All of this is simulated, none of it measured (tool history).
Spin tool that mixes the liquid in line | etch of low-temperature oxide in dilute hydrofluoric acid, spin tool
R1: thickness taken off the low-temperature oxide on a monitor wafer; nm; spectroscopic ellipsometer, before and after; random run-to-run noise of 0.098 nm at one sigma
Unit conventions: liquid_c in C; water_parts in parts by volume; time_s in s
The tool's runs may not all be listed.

{"run": 1, "hour": 0.0, "liquid_c": 25.0, "water_parts": 80, "time_s": 15, "R1": 5.5143}
{"run": 2, "hour": 2.5, "liquid_c": 25.0, "water_parts": 80, "time_s": 15, "R1": 5.4362}
{"run": 3, "hour": 4.0, "liquid_c": 25.0, "water_parts": 80, "time_s": 15, "R1": 5.5493}
{"run": 4, "hour": 7.6, "liquid_c": 25.0, "water_parts": 80, "time_s": 15, "R1": 5.5065}
{"run": 5, "hour": 16.3, "liquid_c": 27.5, "water_parts": 70, "time_s": 15, "R1": 7.0588}
{"run": 6, "hour": 23.2, "liquid_c": 29.0, "water_parts": 60, "time_s": 15, "R1": 8.7802}
{"run": 7, "hour": 29.0, "liquid_c": 30.0, "water_parts": 55, "time_s": 15, "R1": 10.144}
{"run": 8, "hour": 37.1, "liquid_c": 31.0, "water_parts": 55, "time_s": 15, "R1": 10.622}
{"run": 9, "hour": 42.2, "liquid_c": 31.5, "water_parts": 55, "time_s": 15, "R1": 10.795}

Run 10 has not been measured yet. What should we expect?
{"run": 10, "hour": 49.1, "liquid_c": 32.0, "water_parts": 55, "time_s": 15, "R1": "?"}

{"run 10": {"R1": 11.036}}
